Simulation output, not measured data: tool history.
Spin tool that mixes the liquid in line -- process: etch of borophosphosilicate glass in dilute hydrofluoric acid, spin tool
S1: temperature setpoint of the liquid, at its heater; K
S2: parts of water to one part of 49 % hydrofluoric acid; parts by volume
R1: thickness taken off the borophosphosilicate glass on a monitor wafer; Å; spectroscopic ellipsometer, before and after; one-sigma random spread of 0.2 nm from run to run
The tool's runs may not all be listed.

Run 1, hour 0.0: S1 293.15 K, S2 60 parts by volume, time under the liquid (s) 15. Result: R1 120.34 Å.
Run 2, hour 5.0: S1 293.15 K, S2 50 parts by volume, time under the liquid (s) 15. Result: R1 145.24 Å.
Run 3, hour 7.4: S1 294.15 K, S2 50 parts by volume, time under the liquid (s) 15. Result: R1 152.33 Å.
Run 4, hour 15.4: S1 294.65 K, S2 50 parts by volume, time under the liquid (s) 15. Result: R1 158.48 Å.
Run 5, hour 20.4: S1 295.15 K, S2 50 parts by volume, time under the liquid (s) 15. Result: R1 159.73 Å.
Run 6, hour 21.6: S1 295.15 K, S2 65 parts by volume, time under the liquid (s) 15. Result: R1 119.97 Å.
Run 7, hour 23.0: S1 299.15 K, S2 40 parts by volume, time under the liquid (s) 15. Result: R1 238.26 Å.

Run 8 comes next. What will it give?
At hour 24.1: hydrofluoric acid flow meter replaced.
Run 8, hour 24.1: S1 298.15 K, S2 40 parts by volume, time under the liquid (s) 15. Result: R1 ?.

Run 8 produced R1 260.72 Å.
